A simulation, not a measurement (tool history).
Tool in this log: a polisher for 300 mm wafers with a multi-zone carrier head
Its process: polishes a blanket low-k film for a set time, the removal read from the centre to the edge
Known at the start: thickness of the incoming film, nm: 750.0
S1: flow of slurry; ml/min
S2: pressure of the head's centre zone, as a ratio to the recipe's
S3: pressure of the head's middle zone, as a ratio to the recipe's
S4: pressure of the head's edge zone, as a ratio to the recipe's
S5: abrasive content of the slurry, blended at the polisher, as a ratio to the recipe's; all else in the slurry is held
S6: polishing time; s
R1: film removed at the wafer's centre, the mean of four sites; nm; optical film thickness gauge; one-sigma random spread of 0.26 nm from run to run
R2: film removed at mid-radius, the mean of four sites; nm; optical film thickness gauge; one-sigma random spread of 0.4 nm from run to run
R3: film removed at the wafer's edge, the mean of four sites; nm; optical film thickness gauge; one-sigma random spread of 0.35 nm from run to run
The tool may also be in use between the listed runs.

run  hour   S1    S2    S3    S4   S5  S6      R1      R2      R3
  1     0  280     1     1     1    1  70  38.883  39.105  39.184
  2   8.9  275  0.96     1  0.96  0.9  70  35.316    38.5  36.675
  3  14.2  270  0.94  0.97  0.93  0.8  70  32.266  33.758   33.87
  4  19.7  270  1.01  0.97  0.93  0.8  70  34.757  34.555  33.521
  5  24.8  260  0.97  0.98   0.9  0.8  70  33.428  34.172  33.183
  6  28.1  255  0.93  0.99  0.88  0.8  70  32.291  34.826  33.518

Run 7 comes next. What will it give?
     28.9  -- slurry nozzle cleaned
  7  28.9  255  0.91   1  0.87  0.75  70   ?   ?   ?

{"run 7": {"R1": 31.489, "R2": 35.347, "R3": 31.987}}
